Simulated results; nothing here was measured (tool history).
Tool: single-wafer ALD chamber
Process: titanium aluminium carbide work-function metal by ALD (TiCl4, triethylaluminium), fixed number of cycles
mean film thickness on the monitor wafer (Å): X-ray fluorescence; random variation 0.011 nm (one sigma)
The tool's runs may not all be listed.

run  hour  heater temperature setpoint (deg C)  triethylaluminium pulse time (s)  mean film thickness on the monitor wafer (Å)
  1     0                                  325                              8.75                                        22.973
  2   2.2                                  325                             10.82                                        23.632
  3   5.8                                  325                               9.8                                        23.507
  4  11.6                                  325                             10.77                                        23.544
  5  14.7                                  321                             10.26                                        23.146
  6  22.4                                  318                              9.78                                        22.565
  7  27.3                                  316                              9.57                                        22.187
  8  31.5                                  315                              9.45                                        22.331
  9  38.9                                  313                              9.21                                         21.74

Forecast run 10:
 10  46.6                                  312                              9.14                                             ?

{"run 10": {"mean film thickness on the monitor wafer (Å)": 21.759}}

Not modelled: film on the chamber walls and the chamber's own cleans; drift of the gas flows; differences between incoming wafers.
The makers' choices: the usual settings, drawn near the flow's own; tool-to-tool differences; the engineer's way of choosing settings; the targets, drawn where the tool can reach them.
